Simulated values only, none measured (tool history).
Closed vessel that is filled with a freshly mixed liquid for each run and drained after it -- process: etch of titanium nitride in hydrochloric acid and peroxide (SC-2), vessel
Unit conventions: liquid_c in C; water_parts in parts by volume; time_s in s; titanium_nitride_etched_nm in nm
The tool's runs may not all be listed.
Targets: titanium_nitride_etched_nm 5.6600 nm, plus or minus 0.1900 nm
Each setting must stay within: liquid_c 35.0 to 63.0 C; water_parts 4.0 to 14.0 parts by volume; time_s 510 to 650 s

run,hour,liquid_c,water_parts,time_s,titanium_nitride_etched_nm
1,0.0,47.0,7.5,650,12.4600
2,8.9,47.0,7.5,650,12.2750
3,12.7,47.0,7.5,510,9.6366
4,14.1,45.5,7.5,510,8.7694
5,17.2,44.5,7.5,510,8.1088
6,20.2,44.5,5.0,510,10.9700
7,22.2,42.5,5.0,510,9.5805
8,30.0,35.0,5.5,510,5.1855
9,35.8,35.5,5.5,510,5.5319

Exactly one of the 4 candidate moves below puts every result within its allowed miss. Which one?
A,41.6,35.5,6.0,525,?
B,41.6,35.0,6.0,555,?
C,41.6,35.5,6.5,560,?
D,41.6,35.0,6.0,590,?

move,titanium_nitride_etched_nm
A,5.2455
B,5.3459
C,5.2721
D,5.6831
A: lands further from the targets than the last run did
B: lands further from the targets than the last run did
C: lands further from the targets than the last run did
D: each result inside its tolerance
Answer: D
